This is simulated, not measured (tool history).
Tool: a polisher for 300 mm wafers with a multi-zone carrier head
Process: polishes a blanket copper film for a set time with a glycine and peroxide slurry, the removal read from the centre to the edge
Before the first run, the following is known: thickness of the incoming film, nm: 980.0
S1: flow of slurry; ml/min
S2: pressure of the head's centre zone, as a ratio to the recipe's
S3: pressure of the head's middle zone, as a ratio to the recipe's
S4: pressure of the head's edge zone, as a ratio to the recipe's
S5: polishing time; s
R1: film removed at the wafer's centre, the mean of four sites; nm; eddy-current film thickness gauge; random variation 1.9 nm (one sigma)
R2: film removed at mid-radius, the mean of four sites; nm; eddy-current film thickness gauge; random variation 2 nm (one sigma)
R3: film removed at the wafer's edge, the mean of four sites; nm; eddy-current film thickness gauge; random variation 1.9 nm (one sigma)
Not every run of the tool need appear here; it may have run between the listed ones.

run	hour	S1	S2	S3	S4	S5	R1	R2	R3
1	0.0	295	1.00	1.00	1.00	49	292.38	288.55	280.55
2	7.8	275	0.97	0.95	0.98	40	229.45	231.81	231.94
3	15.4	245	0.97	0.95	0.98	40	225.56	226.74	229.20
4	22.6	245	0.92	0.95	0.98	40	217.88	226.27	230.16
5	24.1	235	0.94	0.91	0.96	34	185.43	183.69	189.13
6	24.8	235	1.00	0.91	0.96	34	197.36	184.17	190.89

Estimate the outcome of run 7 from the log above:
7	25.4	225	0.97	0.88	0.94	32	?	?	?

Run 7 produced R1 184.31 nm, R2 166.71 nm, R3 177.16 nm.
